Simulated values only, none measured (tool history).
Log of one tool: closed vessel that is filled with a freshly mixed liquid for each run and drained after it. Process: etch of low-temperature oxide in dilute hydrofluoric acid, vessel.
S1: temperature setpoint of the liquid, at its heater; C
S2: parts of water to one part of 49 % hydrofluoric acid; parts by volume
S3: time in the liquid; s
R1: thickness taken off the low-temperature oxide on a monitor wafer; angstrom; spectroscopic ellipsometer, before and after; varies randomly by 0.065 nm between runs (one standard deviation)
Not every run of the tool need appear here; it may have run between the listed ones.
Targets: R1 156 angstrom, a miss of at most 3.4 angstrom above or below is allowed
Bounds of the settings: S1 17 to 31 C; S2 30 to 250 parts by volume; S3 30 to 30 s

run  hour    S1   S2  S3      R1
  1     0    23  140  30   39.91
  2   9.1    25  115  30  54.086
  3  16.9  26.5   95  30  71.091
  4  19.8    24   95  30  64.583
  5  23.7    24   50  30  129.81
  6  27.1    24   50  30  130.39
  7  36.1    25   50  30  134.72
  8    39    26   50  30  141.37
  9  39.8  26.5   50  30  143.97
 10    43    27   50  30  146.91

Consider the 5 candidate settings below. Which is the only one whose results all fall within their allowed miss of target?
  A  46.2    26  50  30   ?
  B  46.2  27.5  50  30   ?
  C  46.2  29.5  55  30   ?
  D  46.2  25.5  45  30   ?
  E  46.2    27  45  30   ?

move      R1
   A  141.67
   B  150.49
   C     147
   D  155.32
   E  165.07
A: lands further from the targets than the last run did
B: closes in on the targets versus the last run, not all within tolerance yet
C: no nearer and no further than the last run
D: all results in spec
E: carries the result that was furthest off beyond its target, to the other side
Answer: D
